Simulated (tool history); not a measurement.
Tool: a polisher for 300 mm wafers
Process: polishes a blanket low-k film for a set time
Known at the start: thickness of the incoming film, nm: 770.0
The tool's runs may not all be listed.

run	hour	flow of slurry (ml/min)	pressure of the wafer on the pad (kPa)	speed of the pad under the wafer (cm/s)	abrasive content of the slurry	polishing time (s)	film removed (nm)
1	0.0	250	13.1	110	1.00	58	23.976
2	6.5	250	13.8	110	1.00	58	25.286
3	8.3	250	13.8	94	1.00	58	23.410
4	15.0	250	13.8	94	1.15	58	24.289
5	15.6	250	14.5	94	1.15	58	25.251
6	22.0	250	14.5	104	1.15	58	26.166
7	28.7	250	15.2	104	1.15	58	27.694

Run 8 comes next. What will it give?
8	31.8	250	15.9	104	1.15	58	?

Run 8 gave film removed (nm) 29.388.
